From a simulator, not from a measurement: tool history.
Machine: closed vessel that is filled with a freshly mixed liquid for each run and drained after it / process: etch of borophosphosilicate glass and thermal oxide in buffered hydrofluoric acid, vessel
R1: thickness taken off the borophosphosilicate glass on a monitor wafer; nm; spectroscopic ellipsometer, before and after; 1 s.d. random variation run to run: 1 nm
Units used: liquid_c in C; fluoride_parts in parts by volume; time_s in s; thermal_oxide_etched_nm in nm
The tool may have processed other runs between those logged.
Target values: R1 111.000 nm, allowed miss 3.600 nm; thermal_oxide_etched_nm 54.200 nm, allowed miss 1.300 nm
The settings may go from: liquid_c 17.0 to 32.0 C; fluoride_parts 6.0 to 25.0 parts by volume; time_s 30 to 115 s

Run 1, day 0.000: liquid_c 24.0 C, fluoride_parts 15.5 parts by volume, time_s 60 s. Result: R1 83.361 nm, thermal_oxide_etched_nm 40.657 nm.
Run 2, day 0.288: liquid_c 27.5 C, fluoride_parts 15.5 parts by volume, time_s 60 s. Result: R1 100.870 nm, thermal_oxide_etched_nm 48.437 nm.
Run 3, day 0.325: liquid_c 28.0 C, fluoride_parts 15.5 parts by volume, time_s 60 s. Result: R1 104.710 nm, thermal_oxide_etched_nm 51.391 nm.
Run 4, day 0.504: liquid_c 28.5 C, fluoride_parts 15.5 parts by volume, time_s 60 s. Result: R1 106.150 nm, thermal_oxide_etched_nm 52.434 nm.
Run 5, day 0.800: liquid_c 28.5 C, fluoride_parts 15.5 parts by volume, time_s 85 s. Result: R1 149.050 nm, thermal_oxide_etched_nm 73.295 nm.
Run 6, day 1.046: liquid_c 27.0 C, fluoride_parts 15.5 parts by volume, time_s 85 s. Result: R1 139.450 nm, thermal_oxide_etched_nm 68.050 nm.
Run 7, day 1.267: liquid_c 26.0 C, fluoride_parts 15.5 parts by volume, time_s 85 s. Result: R1 131.120 nm, thermal_oxide_etched_nm 64.766 nm.
Run 8, day 1.304: liquid_c 25.5 C, fluoride_parts 15.5 parts by volume, time_s 85 s. Result: R1 127.130 nm, thermal_oxide_etched_nm 61.650 nm.

Exercise: of the 4 proposed moves below, exactly one satisfies all targets within the stated allowed misses. Which move is it?
Run A, day 1.342: liquid_c 25.0 C, fluoride_parts 16.5 parts by volume, time_s 75 s. Result: R1 ?, thermal_oxide_etched_nm ?.
Run B, day 1.342: liquid_c 24.5 C, fluoride_parts 19.0 parts by volume, time_s 95 s. Result: R1 ?, thermal_oxide_etched_nm ?.
Run C, day 1.342: liquid_c 22.5 C, fluoride_parts 14.5 parts by volume, time_s 75 s. Result: R1 ?, thermal_oxide_etched_nm ?.
Run D, day 1.342: liquid_c 26.0 C, fluoride_parts 15.5 parts by volume, time_s 95 s. Result: R1 ?, thermal_oxide_etched_nm ?.

move       R1  thermal_oxide_etched_nm
   A  105.000                   50.158
   B  112.570                   53.788
   C  104.060                   49.609
   D  149.330                   71.358
A: pushes the last run's worst result past its target
B: hits every target within its allowed miss
C: pushes the last run's worst result past its target
D: the biggest miss grows against the last run
Move B is the one to make.

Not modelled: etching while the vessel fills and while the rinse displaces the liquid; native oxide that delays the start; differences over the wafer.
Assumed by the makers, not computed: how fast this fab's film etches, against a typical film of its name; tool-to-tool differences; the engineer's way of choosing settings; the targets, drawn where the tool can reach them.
